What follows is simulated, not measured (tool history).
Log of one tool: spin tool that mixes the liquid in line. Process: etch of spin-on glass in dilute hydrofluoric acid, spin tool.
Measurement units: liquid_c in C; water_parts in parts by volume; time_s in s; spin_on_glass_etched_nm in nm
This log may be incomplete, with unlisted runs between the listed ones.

Run 1, hour 0.0: liquid_c 26.0 C, water_parts 115 parts by volume, time_s 75 s. Result: spin_on_glass_etched_nm 16.915 nm.
Run 2, hour 3.4: liquid_c 26.0 C, water_parts 145 parts by volume, time_s 75 s. Result: spin_on_glass_etched_nm 12.890 nm.
Run 3, hour 10.5: liquid_c 28.0 C, water_parts 145 parts by volume, time_s 75 s. Result: spin_on_glass_etched_nm 14.074 nm.
Run 4, hour 11.6: liquid_c 29.0 C, water_parts 125 parts by volume, time_s 75 s. Result: spin_on_glass_etched_nm 17.264 nm.
Run 5, hour 14.3: liquid_c 29.0 C, water_parts 110 parts by volume, time_s 75 s. Result: spin_on_glass_etched_nm 20.079 nm.
Run 6, hour 20.8: liquid_c 29.0 C, water_parts 90 parts by volume, time_s 75 s. Result: spin_on_glass_etched_nm 25.244 nm.
Run 7, hour 27.1: liquid_c 30.0 C, water_parts 85 parts by volume, time_s 75 s. Result: spin_on_glass_etched_nm 27.738 nm.
Run 8, hour 32.4: liquid_c 31.0 C, water_parts 80 parts by volume, time_s 75 s. Result: spin_on_glass_etched_nm 31.043 nm.
Run 9, hour 39.2: liquid_c 34.0 C, water_parts 60 parts by volume, time_s 75 s. Result: spin_on_glass_etched_nm 47.779 nm.
Run 10, hour 47.6: liquid_c 33.5 C, water_parts 60 parts by volume, time_s 75 s. Result: spin_on_glass_etched_nm 47.078 nm.
Run 11, hour 50.6: liquid_c 33.0 C, water_parts 60 parts by volume, time_s 75 s. Result: spin_on_glass_etched_nm 45.793 nm.

What will run 12 give?
Run 12, hour 54.4: liquid_c 32.5 C, water_parts 60 parts by volume, time_s 75 s. Result: spin_on_glass_etched_nm ?.

Logged for run 12: spin_on_glass_etched_nm 45.280 nm.

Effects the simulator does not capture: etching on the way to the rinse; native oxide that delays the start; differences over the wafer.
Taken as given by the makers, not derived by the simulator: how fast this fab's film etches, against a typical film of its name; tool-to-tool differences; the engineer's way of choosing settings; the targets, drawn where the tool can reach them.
